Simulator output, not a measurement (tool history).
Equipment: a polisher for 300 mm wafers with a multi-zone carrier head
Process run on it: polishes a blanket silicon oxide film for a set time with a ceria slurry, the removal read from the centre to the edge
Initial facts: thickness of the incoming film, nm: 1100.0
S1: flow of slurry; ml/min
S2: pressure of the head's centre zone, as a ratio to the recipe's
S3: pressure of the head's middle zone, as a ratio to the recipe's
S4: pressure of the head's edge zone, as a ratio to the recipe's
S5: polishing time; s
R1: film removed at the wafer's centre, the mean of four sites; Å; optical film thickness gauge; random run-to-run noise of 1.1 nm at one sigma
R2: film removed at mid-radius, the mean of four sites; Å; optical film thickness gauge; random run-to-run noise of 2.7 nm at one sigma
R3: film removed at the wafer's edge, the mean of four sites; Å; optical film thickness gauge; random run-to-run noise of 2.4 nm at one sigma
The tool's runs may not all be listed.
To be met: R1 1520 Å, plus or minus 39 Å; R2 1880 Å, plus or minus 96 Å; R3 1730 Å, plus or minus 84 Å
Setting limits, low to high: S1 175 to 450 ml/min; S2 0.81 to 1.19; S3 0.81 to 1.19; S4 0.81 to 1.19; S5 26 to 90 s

run,hour,S1,S2,S3,S4,S5,R1,R2,R3
1,0,290,1,1,1,58,2033.9,2046.1,2104.1
2,7.2,285,0.95,1.01,0.96,56,1817.1,1994.2,1976.2
3,12.5,285,0.95,1.01,0.93,56,1841.1,1967,1963.9
4,18.5,285,0.98,1.01,0.93,56,1906.5,1998.6,1960.8
5,20.3,235,0.98,1.01,0.93,56,1852.1,1924.2,1923.7
6,27.3,185,0.98,1.01,0.93,56,1740.8,1824.8,1895.9
7,33.3,190,0.96,1.03,0.9,55,1693.1,1839.8,1829.2
8,38.4,190,0.86,1.08,0.85,53,1471,1876.6,1685.9
9,42.3,195,0.86,1.07,0.86,53,1455.6,1831.1,1691.8

Pick the move, out of 4, that brings all results within their allowed miss; only one does.
A,46.2,240,0.81,0.96,0.86,52,?,?,?
B,46.2,220,0.83,1.1,0.81,52,?,?,?
C,46.2,175,0.84,1.11,0.85,54,?,?,?
D,46.2,175,0.9,1.12,0.89,54,?,?,?

move,R1,R2,R3
A,1425.7,1713.8,1723.8
B,1439.7,1882.6,1659.1
C,1444.1,1889.2,1708.3
D,1547.6,1902.2,1743.8
A: the biggest miss grows against the last run
B: the biggest miss grows against the last run
C: the biggest miss grows against the last run
D: meets every target
D is the move that brings every result within its allowed miss.
